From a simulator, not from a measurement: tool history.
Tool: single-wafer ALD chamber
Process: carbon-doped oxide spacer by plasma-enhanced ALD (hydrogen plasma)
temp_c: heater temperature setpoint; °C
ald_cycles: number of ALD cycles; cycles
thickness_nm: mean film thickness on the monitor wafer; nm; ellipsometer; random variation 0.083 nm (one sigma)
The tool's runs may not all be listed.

run 1 hour=0 | temp_c=410 ald_cycles=467 | thickness_nm=24.788
run 2 hour=5.2 | temp_c=412 ald_cycles=460 | thickness_nm=24.169
run 3 hour=6.6 | temp_c=414 ald_cycles=455 | thickness_nm=23.476
run 4 hour=8.3 | temp_c=416 ald_cycles=454 | thickness_nm=23.525
run 5 hour=17.1 | temp_c=416 ald_cycles=514 | thickness_nm=26.773
run 6 hour=25.6 | temp_c=418 ald_cycles=504 | thickness_nm=25.909
run 7 hour=27.3 | temp_c=420 ald_cycles=496 | thickness_nm=25.417

Run 8 comes next. What will it give?
run 8 hour=33.7 | temp_c=421 ald_cycles=487 | thickness_nm=?

thickness_nm: 24.937 nm
